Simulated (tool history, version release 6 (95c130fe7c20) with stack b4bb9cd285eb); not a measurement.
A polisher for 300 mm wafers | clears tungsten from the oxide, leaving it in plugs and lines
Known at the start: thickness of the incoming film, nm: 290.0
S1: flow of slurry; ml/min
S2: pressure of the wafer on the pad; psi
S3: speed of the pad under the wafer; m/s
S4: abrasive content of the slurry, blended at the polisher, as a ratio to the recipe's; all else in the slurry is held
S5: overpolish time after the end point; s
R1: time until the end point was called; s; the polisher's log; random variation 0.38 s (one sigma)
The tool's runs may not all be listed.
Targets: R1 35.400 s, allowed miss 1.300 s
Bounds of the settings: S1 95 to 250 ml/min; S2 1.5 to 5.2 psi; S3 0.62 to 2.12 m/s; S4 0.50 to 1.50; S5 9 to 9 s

run 1 hour=0.0 | S1=160 S2=3.3 S3=1.36 S4=1.00 S5=9 | R1=53.875
run 2 hour=6.7 | S1=165 S2=3.6 S3=1.36 S4=1.00 S5=9 | R1=48.493
run 3 hour=11.2 | S1=170 S2=3.8 S3=1.36 S4=1.00 S5=9 | R1=45.944
run 4 hour=17.5 | S1=170 S2=3.8 S3=1.36 S4=1.00 S5=9 | R1=45.397
run 5 hour=20.9 | S1=175 S2=4.0 S3=1.36 S4=1.00 S5=9 | R1=43.615
run 6 hour=28.5 | S1=175 S2=3.5 S3=1.36 S4=1.00 S5=9 | R1=49.736
run 7 hour=30.7 | S1=180 S2=3.8 S3=1.36 S4=1.00 S5=9 | R1=45.812
run 8 hour=34.9 | S1=180 S2=4.0 S3=1.36 S4=1.00 S5=9 | R1=43.443
run 9 hour=43.5 | S1=180 S2=4.2 S3=1.36 S4=1.00 S5=9 | R1=41.114
run 10 hour=46.0 | S1=180 S2=4.3 S3=1.36 S4=1.00 S5=9 | R1=41.068
run 11 hour=54.4 | S1=180 S2=4.4 S3=1.36 S4=1.00 S5=9 | R1=39.482
run 12 hour=61.8 | S1=180 S2=4.5 S3=1.36 S4=1.00 S5=9 | R1=38.855
run 13 hour=66.9 | S1=180 S2=4.6 S3=1.36 S4=1.00 S5=9 | R1=38.019
run 14 hour=68.2 | S1=185 S2=4.7 S3=1.36 S4=1.00 S5=9 | R1=37.538

Which of these 5 next moves meets every target?
run A hour=69.5 | S1=165 S2=4.7 S3=1.32 S4=1.05 S5=9 | R1=?
run B hour=69.5 | S1=180 S2=4.6 S3=1.40 S4=0.75 S5=9 | R1=?
run C hour=69.5 | S1=185 S2=4.2 S3=1.44 S4=1.10 S5=9 | R1=?
run D hour=69.5 | S1=220 S2=4.6 S3=1.46 S4=0.85 S5=9 | R1=?
run E hour=69.5 | S1=165 S2=4.9 S3=1.26 S4=0.95 S5=9 | R1=?

move=A R1=38.642
move=B R1=39.418
move=C R1=38.526
move=D R1=35.866
move=E R1=39.644
A: further off than the last run
B: further off than the last run
C: further off than the last run
D: meets every target
E: further off than the last run
Move D is the one to make.
